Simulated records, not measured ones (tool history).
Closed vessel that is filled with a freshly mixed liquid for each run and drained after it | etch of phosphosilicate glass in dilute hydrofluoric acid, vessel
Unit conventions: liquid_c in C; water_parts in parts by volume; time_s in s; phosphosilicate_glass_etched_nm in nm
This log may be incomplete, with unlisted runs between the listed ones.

run,day,liquid_c,water_parts,time_s,phosphosilicate_glass_etched_nm
1,0.000,25.0,130,35,57.415
2,0.350,27.5,130,35,63.185
3,0.625,27.5,160,35,49.847
4,0.667,28.5,150,35,55.302
5,0.975,29.5,140,35,62.754
6,1.267,29.5,140,30,53.507
7,1.425,30.0,130,30,59.083
8,1.588,30.5,120,30,66.778
9,1.758,33.0,90,30,101.810

Run 10 has not been measured yet. What should we expect?
10,2.100,32.5,90,30,?

{"run 10": {"phosphosilicate_glass_etched_nm": 99.506}}
